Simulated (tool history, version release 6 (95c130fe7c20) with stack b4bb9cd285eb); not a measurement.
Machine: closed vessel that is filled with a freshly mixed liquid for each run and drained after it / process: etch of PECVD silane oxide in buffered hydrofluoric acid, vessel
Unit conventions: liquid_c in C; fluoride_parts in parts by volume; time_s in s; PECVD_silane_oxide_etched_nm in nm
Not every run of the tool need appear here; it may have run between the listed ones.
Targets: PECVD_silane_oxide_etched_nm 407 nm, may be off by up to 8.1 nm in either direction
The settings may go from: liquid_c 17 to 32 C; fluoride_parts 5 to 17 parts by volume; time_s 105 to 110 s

run 1 day=0 | liquid_c=25 fluoride_parts=10.5 time_s=105 | PECVD_silane_oxide_etched_nm=294.99
run 2 day=0.112 | liquid_c=25 fluoride_parts=13.5 time_s=105 | PECVD_silane_oxide_etched_nm=229.28
run 3 day=0.333 | liquid_c=25 fluoride_parts=14.5 time_s=105 | PECVD_silane_oxide_etched_nm=214.49
run 4 day=0.542 | liquid_c=25 fluoride_parts=13.5 time_s=105 | PECVD_silane_oxide_etched_nm=230.91
run 5 day=0.888 | liquid_c=25 fluoride_parts=13.5 time_s=110 | PECVD_silane_oxide_etched_nm=243.41
-- day=1.088 thermometer replaced
run 6 day=1.088 | liquid_c=26.5 fluoride_parts=13 time_s=110 | PECVD_silane_oxide_etched_nm=252.09
run 7 day=1.325 | liquid_c=26.5 fluoride_parts=11.5 time_s=110 | PECVD_silane_oxide_etched_nm=280.72
run 8 day=1.617 | liquid_c=26.5 fluoride_parts=10.5 time_s=110 | PECVD_silane_oxide_etched_nm=305.58
run 9 day=1.825 | liquid_c=26.5 fluoride_parts=9.5 time_s=110 | PECVD_silane_oxide_etched_nm=332.44

Pick the move, out of 5, that brings all results within their allowed miss; only one does.
run A day=2.033 | liquid_c=29.5 fluoride_parts=10 time_s=105 | PECVD_silane_oxide_etched_nm=?
run B day=2.033 | liquid_c=26 fluoride_parts=8 time_s=110 | PECVD_silane_oxide_etched_nm=?
run C day=2.033 | liquid_c=26 fluoride_parts=6.5 time_s=105 | PECVD_silane_oxide_etched_nm=?
run D day=2.033 | liquid_c=25.5 fluoride_parts=7.5 time_s=105 | PECVD_silane_oxide_etched_nm=?
run E day=2.033 | liquid_c=26 fluoride_parts=7.5 time_s=110 | PECVD_silane_oxide_etched_nm=?

move=A PECVD_silane_oxide_etched_nm=357.63
move=B PECVD_silane_oxide_etched_nm=377.57
move=C PECVD_silane_oxide_etched_nm=443.94
move=D PECVD_silane_oxide_etched_nm=376.18
move=E PECVD_silane_oxide_etched_nm=404.85
A: moves toward the targets from the last run without getting all of them in spec
B: moves toward the targets from the last run without getting all of them in spec
C: moves the result that the last run missed by most past its target, out the other side
D: moves toward the targets from the last run without getting all of them in spec
E: each result inside its tolerance
So the answer is move E, the one that meets all the targets.
